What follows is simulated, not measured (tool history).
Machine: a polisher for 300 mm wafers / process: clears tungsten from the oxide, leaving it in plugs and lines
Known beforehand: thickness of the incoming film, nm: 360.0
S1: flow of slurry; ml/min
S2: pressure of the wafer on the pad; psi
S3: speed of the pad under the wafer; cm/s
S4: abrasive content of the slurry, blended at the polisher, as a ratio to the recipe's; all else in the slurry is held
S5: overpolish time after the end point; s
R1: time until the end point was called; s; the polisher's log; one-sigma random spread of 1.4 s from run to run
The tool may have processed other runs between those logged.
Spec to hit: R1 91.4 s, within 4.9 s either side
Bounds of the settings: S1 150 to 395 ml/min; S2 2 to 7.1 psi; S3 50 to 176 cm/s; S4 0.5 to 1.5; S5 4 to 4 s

run    day   S1   S2   S3    S4  S5      R1
  1      0  250  4.5  112     1   4  58.712
  2  0.158  250  3.9  112     1   4  68.819
  3  0.242  250  3.6  112     1   4  75.341
  4  0.567  250  3.6  112  1.15   4  71.826
  5  0.921  250  3.6  112  1.15   4  73.842
  6    1.1  250  3.4  112  1.15   4  74.781
  7  1.233  250  3.2  112  1.15   4  79.703
  8  1.404  250  3.1  112  1.15   4  82.271
  9  1.712  250    3  112  1.15   4  83.638

Exactly one of the 4 candidate moves below puts every result within its allowed miss. Which one?
  A  2.021  155  2.8  138   1.1   4   ?
  B  2.021  235  3.2  114   1.1   4   ?
  C  2.021  250    3  114  1.25   4   ?
  D  2.021  240  2.6  116  1.25   4   ?

move      R1
   A  82.683
   B  82.744
   C  84.818
   D  96.052
A: further off than the last run
B: further off than the last run
C: closes in on the targets versus the last run, not all within tolerance yet
D: in spec on every target
The move that meets every target is D.
